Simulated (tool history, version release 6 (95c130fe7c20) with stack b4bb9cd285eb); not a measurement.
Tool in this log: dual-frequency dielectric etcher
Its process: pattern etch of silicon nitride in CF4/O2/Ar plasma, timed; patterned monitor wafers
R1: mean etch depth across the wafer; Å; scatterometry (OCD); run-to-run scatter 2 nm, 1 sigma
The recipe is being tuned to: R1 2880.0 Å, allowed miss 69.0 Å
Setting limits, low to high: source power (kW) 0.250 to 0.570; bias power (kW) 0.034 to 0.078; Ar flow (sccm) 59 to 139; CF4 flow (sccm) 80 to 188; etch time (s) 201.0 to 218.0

Run 1, hour 0.0: source power (kW) 0.410, bias power (kW) 0.056, Ar flow (sccm) 99, CF4 flow (sccm) 134, etch time (s) 218.0. Result: R1 3564.4 Å.
Run 2, hour 1.4: source power (kW) 0.410, bias power (kW) 0.060, Ar flow (sccm) 99, CF4 flow (sccm) 134, etch time (s) 218.0. Result: R1 3760.9 Å.
Run 3, hour 7.9: source power (kW) 0.370, bias power (kW) 0.060, Ar flow (sccm) 99, CF4 flow (sccm) 134, etch time (s) 218.0. Result: R1 3508.7 Å.
Run 4, hour 9.6: source power (kW) 0.370, bias power (kW) 0.064, Ar flow (sccm) 99, CF4 flow (sccm) 134, etch time (s) 218.0. Result: R1 3625.2 Å.
Run 5, hour 14.6: source power (kW) 0.370, bias power (kW) 0.064, Ar flow (sccm) 99, CF4 flow (sccm) 113, etch time (s) 218.0. Result: R1 3557.9 Å.
Run 6, hour 20.5: source power (kW) 0.340, bias power (kW) 0.063, Ar flow (sccm) 99, CF4 flow (sccm) 113, etch time (s) 218.0. Result: R1 3347.1 Å.
Run 7, hour 21.2: source power (kW) 0.320, bias power (kW) 0.063, Ar flow (sccm) 99, CF4 flow (sccm) 113, etch time (s) 218.0. Result: R1 3243.6 Å.
Run 8, hour 24.9: source power (kW) 0.250, bias power (kW) 0.062, Ar flow (sccm) 100, CF4 flow (sccm) 112, etch time (s) 218.0. Result: R1 2725.3 Å.
Run 9, hour 33.2: source power (kW) 0.260, bias power (kW) 0.062, Ar flow (sccm) 100, CF4 flow (sccm) 112, etch time (s) 218.0. Result: R1 2820.7 Å.

Of the 5 settings listed for the next run, only one would bring every result within its allowed miss of target. Which one?
Run A, hour 41.5: source power (kW) 0.270, bias power (kW) 0.062, Ar flow (sccm) 91, CF4 flow (sccm) 108, etch time (s) 207.5. Result: R1 ?.
Run B, hour 41.5: source power (kW) 0.280, bias power (kW) 0.061, Ar flow (sccm) 111, CF4 flow (sccm) 113, etch time (s) 206.5. Result: R1 ?.
Run C, hour 41.5: source power (kW) 0.250, bias power (kW) 0.071, Ar flow (sccm) 100, CF4 flow (sccm) 116, etch time (s) 201.5. Result: R1 ?.
Run D, hour 41.5: source power (kW) 0.280, bias power (kW) 0.065, Ar flow (sccm) 88, CF4 flow (sccm) 115, etch time (s) 205.0. Result: R1 ?.
Run E, hour 41.5: source power (kW) 0.260, bias power (kW) 0.057, Ar flow (sccm) 96, CF4 flow (sccm) 103, etch time (s) 218.0. Result: R1 ?.

move      R1
   A  2792.4
   B  2772.7
   C  2793.6
   D  2920.0
   E  2706.2
A: the biggest miss grows against the last run
B: the biggest miss grows against the last run
C: the biggest miss grows against the last run
D: each result inside its tolerance
E: the biggest miss grows against the last run
D is the move that brings every result within its allowed miss.

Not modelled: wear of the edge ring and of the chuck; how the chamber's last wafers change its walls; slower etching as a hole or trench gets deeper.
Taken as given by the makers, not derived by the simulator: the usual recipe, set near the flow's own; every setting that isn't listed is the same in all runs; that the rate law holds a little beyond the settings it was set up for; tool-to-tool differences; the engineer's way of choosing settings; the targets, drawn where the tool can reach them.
